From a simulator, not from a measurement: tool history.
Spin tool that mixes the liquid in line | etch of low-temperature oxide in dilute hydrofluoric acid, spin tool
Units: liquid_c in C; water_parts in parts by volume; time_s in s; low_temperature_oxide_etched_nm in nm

| run | hour | liquid_c | water_parts | time_s | low_temperature_oxide_etched_nm |
|---|---|---|---|---|---|
| 1 | 0 | 22 | 95 | 75 | 7.768 |
| 2 | 8.9 | 22 | 80 | 75 | 9.3871 |
| 3 | 11.9 | 20.5 | 90 | 75 | 7.8955 |
| 4 | 19.1 | 19.5 | 95 | 75 | 7.0174 |
| 5 | 23.5 | 18.5 | 95 | 75 | 6.658 |
|  | 31.4 | hydrofluoric acid flow meter replaced |
| 6 | 31.4 | 18 | 95 | 75 | 6.2134 |
| 7 | 32.2 | 18 | 95 | 75 | 6.1862 |

Forecast run 8:
| 8 | 33 | 17.5 | 95 | 75 | ? |

{"run 8": {"low_temperature_oxide_etched_nm": 6.09}}
